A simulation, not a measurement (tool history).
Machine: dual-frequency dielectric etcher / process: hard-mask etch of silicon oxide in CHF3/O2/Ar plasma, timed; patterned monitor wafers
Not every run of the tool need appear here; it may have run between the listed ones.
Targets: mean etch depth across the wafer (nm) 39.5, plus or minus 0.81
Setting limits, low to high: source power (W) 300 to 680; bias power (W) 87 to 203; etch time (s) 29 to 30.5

run  hour  source power (W)  bias power (W)  etch time (s)  mean etch depth across the wafer (nm)
  1     0               490             145             29                                 46.284
  2   2.7               490             132             29                                 44.873
  3   8.9               530             132             29                                 46.837
  4  14.6               580             132             29                                 48.682
  5  22.6               520             128             29                                 45.953
  6  30.5               520             137             29                                 46.759
  7  36.8               470             134             29                                 44.391
  8    45               440             132             29                                 43.162
  9  51.7               410             130             29                                 41.675
 10  59.2               390             129             29                                 40.764
 11  65.7               350             127             29                                  38.52

Consider the 5 candidate settings below. Which is the only one whose results all fall within their allowed miss of target?
  A  72.2               340             114           29.5                                      ?
  B  72.2               350             129           29.5                                      ?
  C  72.2               320             119             30                                      ?
  D  72.2               350             123             29                                      ?
  E  72.2               310             126             30                                      ?

move  mean etch depth across the wafer (nm)
   A                                 37.411
   B                                 39.443
   C                                 37.524
   D                                  38.18
   E                                 37.679
A: its largest miss is bigger than the last run's
B: meets every target
C: its largest miss is bigger than the last run's
D: its largest miss is bigger than the last run's
E: its largest miss is bigger than the last run's
The right move is B.

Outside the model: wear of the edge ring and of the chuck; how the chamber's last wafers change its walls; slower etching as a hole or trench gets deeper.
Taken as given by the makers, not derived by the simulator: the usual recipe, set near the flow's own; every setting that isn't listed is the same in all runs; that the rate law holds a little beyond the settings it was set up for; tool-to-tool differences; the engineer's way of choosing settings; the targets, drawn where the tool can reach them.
